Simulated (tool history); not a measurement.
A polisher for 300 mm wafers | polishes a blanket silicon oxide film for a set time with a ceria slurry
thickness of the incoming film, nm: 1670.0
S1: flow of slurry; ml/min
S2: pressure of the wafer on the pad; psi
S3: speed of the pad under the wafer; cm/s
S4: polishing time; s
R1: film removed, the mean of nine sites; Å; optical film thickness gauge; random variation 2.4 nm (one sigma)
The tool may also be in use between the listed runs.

run,hour,S1,S2,S3,S4,R1
1,0,210,3.3,136,21,1480.5
2,8.1,210,3.3,166,21,1809.8
3,16.7,210,3.3,166,21,1832.4
4,24,210,3.4,166,21,1851
5,30.7,175,3.4,166,21,1809.3
6,33.5,180,3.5,166,21,1852.1
7,38.5,185,3.5,166,21,1865.7
8,46.9,190,3.5,166,21,1851.1

Run 9 comes next. What will it give?
9,48.8,195,3.6,166,21,?

R1: 1886.7 Å

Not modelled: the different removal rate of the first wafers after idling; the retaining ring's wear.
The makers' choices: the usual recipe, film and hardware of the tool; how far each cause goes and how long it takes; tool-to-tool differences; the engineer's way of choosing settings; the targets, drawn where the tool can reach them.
